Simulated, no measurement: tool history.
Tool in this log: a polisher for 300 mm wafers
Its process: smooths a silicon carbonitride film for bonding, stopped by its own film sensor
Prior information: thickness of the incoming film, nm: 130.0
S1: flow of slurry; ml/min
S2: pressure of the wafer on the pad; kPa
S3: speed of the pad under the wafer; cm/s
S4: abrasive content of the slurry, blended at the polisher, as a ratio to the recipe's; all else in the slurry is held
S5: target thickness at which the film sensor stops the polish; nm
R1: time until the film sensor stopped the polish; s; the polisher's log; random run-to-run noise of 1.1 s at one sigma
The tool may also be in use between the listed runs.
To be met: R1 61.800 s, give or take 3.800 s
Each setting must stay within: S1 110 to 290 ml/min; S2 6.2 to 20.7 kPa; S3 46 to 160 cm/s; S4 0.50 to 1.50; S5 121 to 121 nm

Run 1, hour 0.0: S1 185 ml/min, S2 13.1 kPa, S3 102 cm/s, S4 1.00, S5 121 nm. Result: R1 38.354 s.
Run 2, hour 7.0: S1 185 ml/min, S2 13.1 kPa, S3 102 cm/s, S4 0.90, S5 121 nm. Result: R1 39.592 s.
Run 3, hour 11.5: S1 185 ml/min, S2 11.7 kPa, S3 100 cm/s, S4 0.90, S5 121 nm. Result: R1 43.319 s.
Run 4, hour 13.2: S1 185 ml/min, S2 11.7 kPa, S3 100 cm/s, S4 0.75, S5 121 nm. Result: R1 46.003 s.
Run 5, hour 13.9: S1 185 ml/min, S2 11.0 kPa, S3 98 cm/s, S4 0.75, S5 121 nm. Result: R1 47.386 s.
Run 6, hour 22.3: S1 140 ml/min, S2 11.0 kPa, S3 98 cm/s, S4 0.75, S5 121 nm. Result: R1 50.253 s.
Run 7, hour 27.7: S1 140 ml/min, S2 10.3 kPa, S3 96 cm/s, S4 0.75, S5 121 nm. Result: R1 52.752 s.
Run 8, hour 28.4: S1 140 ml/min, S2 9.7 kPa, S3 96 cm/s, S4 0.75, S5 121 nm. Result: R1 54.846 s.

Which of these 5 next moves meets every target?
Run A, hour 29.1: S1 150 ml/min, S2 9.0 kPa, S3 86 cm/s, S4 0.80, S5 121 nm. Result: R1 ?.
Run B, hour 29.1: S1 135 ml/min, S2 11.7 kPa, S3 100 cm/s, S4 0.55, S5 121 nm. Result: R1 ?.
Run C, hour 29.1: S1 175 ml/min, S2 11.0 kPa, S3 100 cm/s, S4 0.75, S5 121 nm. Result: R1 ?.
Run D, hour 29.1: S1 150 ml/min, S2 7.6 kPa, S3 142 cm/s, S4 0.75, S5 121 nm. Result: R1 ?.
Run E, hour 29.1: S1 135 ml/min, S2 12.4 kPa, S3 126 cm/s, S4 0.65, S5 121 nm. Result: R1 ?.

move      R1
   A  62.221
   B  53.661
   C  48.867
   D  46.680
   E  40.720
A: every result lands within tolerance
B: the biggest miss grows against the last run
C: the biggest miss grows against the last run
D: the biggest miss grows against the last run
E: the biggest miss grows against the last run
Answer: A
